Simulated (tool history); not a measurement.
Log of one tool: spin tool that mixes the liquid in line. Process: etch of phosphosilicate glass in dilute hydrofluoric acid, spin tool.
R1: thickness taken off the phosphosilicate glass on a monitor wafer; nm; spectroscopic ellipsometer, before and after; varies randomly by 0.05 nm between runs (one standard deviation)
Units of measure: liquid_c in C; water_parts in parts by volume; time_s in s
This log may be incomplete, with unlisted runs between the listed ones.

Run 1, hour 0.0: liquid_c 22.0 C, water_parts 250 parts by volume, time_s 60 s. Result: R1 13.5390 nm.
Run 2, hour 3.7: liquid_c 21.0 C, water_parts 285 parts by volume, time_s 60 s. Result: R1 11.0000 nm.
Run 3, hour 5.9: liquid_c 21.0 C, water_parts 235 parts by volume, time_s 60 s. Result: R1 13.9810 nm.
Run 4, hour 9.7: liquid_c 22.5 C, water_parts 235 parts by volume, time_s 60 s. Result: R1 14.7980 nm.
Run 5, hour 15.5: liquid_c 22.5 C, water_parts 235 parts by volume, time_s 60 s. Result: R1 14.6090 nm.
Run 6, hour 22.8: liquid_c 22.5 C, water_parts 235 parts by volume, time_s 60 s. Result: R1 14.7300 nm.
Run 7, hour 27.8: liquid_c 21.0 C, water_parts 275 parts by volume, time_s 60 s. Result: R1 11.4340 nm.
Run 8, hour 30.3: liquid_c 20.0 C, water_parts 300 parts by volume, time_s 60 s. Result: R1 9.8184 nm.

Predict the results of run 9:
Run 9, hour 32.5: liquid_c 17.0 C, water_parts 390 parts by volume, time_s 60 s. Result: R1 ?.

R1: 6.3831 nm

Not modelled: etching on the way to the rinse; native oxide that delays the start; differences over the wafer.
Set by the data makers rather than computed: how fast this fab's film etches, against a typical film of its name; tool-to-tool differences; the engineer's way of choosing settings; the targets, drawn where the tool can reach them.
